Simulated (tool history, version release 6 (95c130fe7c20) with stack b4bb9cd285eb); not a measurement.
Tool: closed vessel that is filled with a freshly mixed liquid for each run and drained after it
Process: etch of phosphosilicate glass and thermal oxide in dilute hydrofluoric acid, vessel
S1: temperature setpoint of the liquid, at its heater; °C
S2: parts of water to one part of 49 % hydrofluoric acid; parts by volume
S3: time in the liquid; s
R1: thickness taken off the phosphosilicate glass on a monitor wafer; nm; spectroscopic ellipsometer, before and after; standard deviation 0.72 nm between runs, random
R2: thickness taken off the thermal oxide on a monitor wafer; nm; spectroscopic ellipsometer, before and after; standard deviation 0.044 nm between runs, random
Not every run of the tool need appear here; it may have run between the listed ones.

run 1 day=0 | S1=23 S2=75 S3=60 | R1=71.327 R2=3.5378
run 2 day=0.1 | S1=26.5 S2=75 S3=60 | R1=81.59 R2=4.1641
run 3 day=0.362 | S1=26.5 S2=95 S3=60 | R1=62.895 R2=3.1949
run 4 day=0.658 | S1=28.5 S2=95 S3=60 | R1=66.802 R2=3.4073
run 5 day=0.892 | S1=29 S2=90 S3=60 | R1=72.901 R2=3.6569
run 6 day=1.221 | S1=29.5 S2=90 S3=60 | R1=75.203 R2=3.7826

What will run 7 give?
run 7 day=1.458 | S1=30 S2=90 S3=60 | R1=? R2=?

R1: 75.113 nm
R2: 3.8954 nm
